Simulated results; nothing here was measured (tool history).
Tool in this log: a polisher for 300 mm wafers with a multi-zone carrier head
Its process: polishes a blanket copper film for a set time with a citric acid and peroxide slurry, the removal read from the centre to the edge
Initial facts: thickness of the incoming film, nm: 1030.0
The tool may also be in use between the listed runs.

run	day	flow of slurry (ml/min)	pressure of the head's centre zone	pressure of the head's middle zone	pressure of the head's edge zone	abrasive content of the slurry	polishing time (s)	film removed at the wafer's centre (Å)	film removed at mid-radius (Å)	film removed at the wafer's edge (Å)
1	0	180	1	1	1	1	51	1445.1	1576.6	1616.1
2	0.129	180	1.01	1.01	0.98	0.95	51	1417.9	1556.2	1564.3
3	0.221	180	1.02	1.02	0.96	0.95	51	1428.9	1579	1549.2
4	0.262	180	1.02	1.02	0.96	0.95	41	1145.4	1245.5	1230.2
5	0.442	180	1.02	0.97	0.96	0.95	41	1149.3	1197.8	1259.4
6	0.467	145	1.02	0.97	0.96	0.95	41	1119	1158.2	1223.2
7	0.725	155	1.03	0.99	0.96	0.95	41	1140.7	1203.5	1228.4
8	0.779	160	1.04	1.01	0.97	0.95	41	1147.4	1242.3	1233.4
9	0.929	165	1.06	1.02	0.98	0.95	41	1195.7	1240.2	1243.3
10	1.096	170	1.07	1.04	0.98	0.95	41	1194	1286.1	1264.6
11	1.179	175	1.08	1.05	0.97	0.95	41	1237.6	1308.1	1210.9
12	1.229	180	1.08	1.06	0.98	0.95	41	1214.3	1307.3	1237.4
13	1.588	185	1.09	1.07	0.99	0.95	41	1257.3	1315.2	1265.9

What will run 14 give?
14	1.888	190	1.09	1.08	0.99	0.95	41	?	?	?

film removed at the wafer's centre (Å): 1221.9
film removed at mid-radius (Å): 1333.1
film removed at the wafer's edge (Å): 1276.5

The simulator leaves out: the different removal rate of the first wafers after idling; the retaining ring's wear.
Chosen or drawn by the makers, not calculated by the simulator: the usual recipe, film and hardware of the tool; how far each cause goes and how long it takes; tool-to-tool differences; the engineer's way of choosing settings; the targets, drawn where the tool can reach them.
